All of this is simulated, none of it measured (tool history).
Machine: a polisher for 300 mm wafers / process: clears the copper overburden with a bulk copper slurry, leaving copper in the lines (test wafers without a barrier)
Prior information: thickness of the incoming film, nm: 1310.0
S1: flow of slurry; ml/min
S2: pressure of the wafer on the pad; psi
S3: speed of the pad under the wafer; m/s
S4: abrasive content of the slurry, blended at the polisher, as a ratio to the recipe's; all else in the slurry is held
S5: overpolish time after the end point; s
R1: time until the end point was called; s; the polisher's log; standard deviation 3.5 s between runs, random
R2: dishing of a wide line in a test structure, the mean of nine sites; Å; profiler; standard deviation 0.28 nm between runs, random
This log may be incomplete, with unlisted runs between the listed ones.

Run 1, hour 0: S1 210 ml/min, S2 3 psi, S3 1.32 m/s, S4 1, S5 15 s. Result: R1 110.11 s, R2 187.75 Å.
Run 2, hour 5.3: S1 210 ml/min, S2 2.8 psi, S3 1.3 m/s, S4 1, S5 13 s. Result: R1 120.72 s, R2 181.45 Å.
Run 3, hour 11.1: S1 160 ml/min, S2 2.8 psi, S3 1.3 m/s, S4 1, S5 13 s. Result: R1 124.55 s, R2 185.17 Å.
Run 4, hour 13.4: S1 185 ml/min, S2 2.6 psi, S3 1.28 m/s, S4 1, S5 12 s. Result: R1 137.72 s, R2 181.54 Å.
Run 5, hour 19.5: S1 185 ml/min, S2 2.6 psi, S3 1.28 m/s, S4 1.15, S5 12 s. Result: R1 127.18 s, R2 184.53 Å.
Run 6, hour 24.8: S1 210 ml/min, S2 2.4 psi, S3 1.32 m/s, S4 1.05, S5 11 s. Result: R1 133.89 s, R2 183.81 Å.
Run 7, hour 29.2: S1 210 ml/min, S2 2.4 psi, S3 1.26 m/s, S4 0.95, S5 10 s. Result: R1 144.72 s, R2 177.67 Å.
Run 8, hour 31.7: S1 230 ml/min, S2 2.3 psi, S3 1.24 m/s, S4 0.9, S5 9 s. Result: R1 151.7 s, R2 183.44 Å.
Run 9, hour 34.9: S1 215 ml/min, S2 2.2 psi, S3 1.28 m/s, S4 0.85, S5 8 s. Result: R1 155.73 s, R2 175.56 Å.

What will run 10 give?
Run 10, hour 37.5: S1 200 ml/min, S2 2.1 psi, S3 1.32 m/s, S4 0.8, S5 7 s. Result: R1 ?, R2 ?.

For run 10 the tool returned R1 158.31 s, R2 166.99 Å.
